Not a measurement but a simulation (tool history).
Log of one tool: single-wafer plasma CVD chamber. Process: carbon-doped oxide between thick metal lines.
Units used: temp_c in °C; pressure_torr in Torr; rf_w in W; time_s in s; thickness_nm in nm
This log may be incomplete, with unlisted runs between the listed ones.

Run 1, day 0: temp_c 355 °C, pressure_torr 6.32 Torr, rf_w 670 W, time_s 90 s. Result: thickness_nm 597.4 nm.
Run 2, day 0.346: temp_c 355 °C, pressure_torr 5.24 Torr, rf_w 670 W, time_s 90 s. Result: thickness_nm 583.19 nm.
Run 3, day 0.4: temp_c 357 °C, pressure_torr 4.99 Torr, rf_w 660 W, time_s 90 s. Result: thickness_nm 571.16 nm.
Run 4, day 0.596: temp_c 357 °C, pressure_torr 6.06 Torr, rf_w 660 W, time_s 90 s. Result: thickness_nm 585.27 nm.
Run 5, day 0.829: temp_c 357 °C, pressure_torr 5.52 Torr, rf_w 660 W, time_s 90 s. Result: thickness_nm 581.08 nm.
Run 6, day 1.188: temp_c 358 °C, pressure_torr 5.29 Torr, rf_w 645 W, time_s 90 s. Result: thickness_nm 567.56 nm.
Run 7, day 1.508: temp_c 359 °C, pressure_torr 5.1 Torr, rf_w 640 W, time_s 90 s. Result: thickness_nm 559.19 nm.
Run 8, day 1.833: temp_c 360 °C, pressure_torr 4.97 Torr, rf_w 635 W, time_s 90 s. Result: thickness_nm 552.35 nm.
Run 9, day 2.208: temp_c 361 °C, pressure_torr 4.88 Torr, rf_w 635 W, time_s 90 s. Result: thickness_nm 551.82 nm.

Run 10, settings as shown, results not yet in. Your forecast:
Run 10, day 2.412: temp_c 362 °C, pressure_torr 4.78 Torr, rf_w 635 W, time_s 90 s. Result: thickness_nm ?.

Run 10 measured thickness_nm 548.81 nm.

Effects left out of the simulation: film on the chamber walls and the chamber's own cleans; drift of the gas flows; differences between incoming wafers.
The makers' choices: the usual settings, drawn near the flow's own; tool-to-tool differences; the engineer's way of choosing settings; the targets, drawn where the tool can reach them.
